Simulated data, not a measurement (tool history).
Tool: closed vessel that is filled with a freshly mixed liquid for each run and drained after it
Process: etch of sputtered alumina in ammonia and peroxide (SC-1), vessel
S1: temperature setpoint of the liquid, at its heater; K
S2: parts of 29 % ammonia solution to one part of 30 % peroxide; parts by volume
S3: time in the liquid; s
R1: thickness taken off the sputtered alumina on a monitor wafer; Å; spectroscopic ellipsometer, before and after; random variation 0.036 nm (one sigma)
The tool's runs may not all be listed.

Run 1, day 0: S1 336.15 K, S2 0.65 parts by volume, S3 60 s. Result: R1 71.699 Å.
Run 2, day 0.042: S1 336.15 K, S2 0.65 parts by volume, S3 45 s. Result: R1 53.864 Å.
Run 3, day 0.246: S1 338.15 K, S2 0.8 parts by volume, S3 50 s. Result: R1 66.909 Å.
Run 4, day 0.325: S1 340.65 K, S2 0.8 parts by volume, S3 50 s. Result: R1 75.733 Å.
Run 5, day 0.5: S1 341.15 K, S2 0.9 parts by volume, S3 55 s. Result: R1 86.861 Å.
Run 6, day 0.762: S1 341.15 K, S2 0.8 parts by volume, S3 55 s. Result: R1 85.829 Å.
Run 7, day 0.867: S1 341.65 K, S2 0.8 parts by volume, S3 55 s. Result: R1 87.551 Å.

The next listed run, before its measurement:
Run 8, day 1.067: S1 342.15 K, S2 0.8 parts by volume, S3 55 s. Result: R1 ?.

R1: 89.736 Å
